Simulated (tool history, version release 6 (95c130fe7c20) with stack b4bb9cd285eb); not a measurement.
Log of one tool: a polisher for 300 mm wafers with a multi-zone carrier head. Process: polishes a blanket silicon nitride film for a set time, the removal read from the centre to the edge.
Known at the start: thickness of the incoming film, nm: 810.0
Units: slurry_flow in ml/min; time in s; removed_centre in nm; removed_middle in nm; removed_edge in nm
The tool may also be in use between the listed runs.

| run | hour | slurry_flow | centre_zone | middle_zone | edge_zone | time | removed_centre | removed_middle | removed_edge |
|---|---|---|---|---|---|---|---|---|---|
| 1 | 0 | 215 | 1 | 1 | 1 | 63 | 149.38 | 145.23 | 149.69 |
| 2 | 3.8 | 210 | 1.01 | 0.98 | 0.95 | 58 | 135.56 | 134.83 | 132.3 |
| 3 | 10.4 | 200 | 1.03 | 0.93 | 0.92 | 56 | 135.77 | 122.27 | 126.76 |
| 4 | 11 | 190 | 1.03 | 0.92 | 0.89 | 54 | 130.38 | 115.66 | 119.9 |
| 5 | 11.5 | 180 | 1.02 | 0.92 | 0.86 | 53 | 122 | 114.95 | 115.22 |
| 6 | 18.1 | 180 | 1.02 | 0.92 | 0.86 | 44 | 102.96 | 93.152 | 96.078 |
| 7 | 20.7 | 180 | 1.02 | 0.92 | 0.86 | 44 | 103.71 | 92.78 | 96.388 |
| 8 | 28.4 | 210 | 1.03 | 0.95 | 0.89 | 45 | 112.02 | 100.76 | 101.36 |
| 9 | 29.1 | 230 | 1.03 | 0.96 | 0.91 | 45 | 110.44 | 103.03 | 102.91 |
| 10 | 34.4 | 245 | 1.04 | 0.97 | 0.93 | 45 | 113.73 | 104.33 | 104.51 |
| 11 | 36.8 | 255 | 1.05 | 0.98 | 0.94 | 45 | 111.39 | 106.78 | 104.36 |
| 12 | 42.2 | 260 | 1.07 | 0.98 | 0.95 | 45 | 113.42 | 105.1 | 106.31 |

The next listed run, before its measurement:
| 13 | 48 | 270 | 1.09 | 0.99 | 0.95 | 45 | ? | ? | ? |

removed_centre: 118.75 nm
removed_middle: 107.67 nm
removed_edge: 106.5 nm

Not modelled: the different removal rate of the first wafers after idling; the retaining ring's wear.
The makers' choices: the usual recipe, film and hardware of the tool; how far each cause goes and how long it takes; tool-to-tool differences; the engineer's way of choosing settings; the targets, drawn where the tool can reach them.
